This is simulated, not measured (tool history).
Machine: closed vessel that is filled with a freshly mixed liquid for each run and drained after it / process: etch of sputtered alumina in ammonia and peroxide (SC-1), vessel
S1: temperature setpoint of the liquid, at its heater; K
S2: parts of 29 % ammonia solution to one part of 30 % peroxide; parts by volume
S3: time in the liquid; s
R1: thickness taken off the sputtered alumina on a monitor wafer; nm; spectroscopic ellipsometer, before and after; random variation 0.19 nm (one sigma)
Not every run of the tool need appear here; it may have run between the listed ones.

run    day      S1    S2   S3      R1
  1      0  329.15   0.7  525  30.451
  2   0.25  329.15  0.45  525  29.286
  3    0.3  329.15  0.45  565  31.555
  4  0.621  329.15  0.45  525  29.319
  5  0.725  333.15  0.45  525  36.255
  6  0.825  335.65  0.45  525  41.116

Run 7 comes next. What will it give?
  7    1  337.65  0.45  525   ?

{"run 7": {"R1": 45.442}}
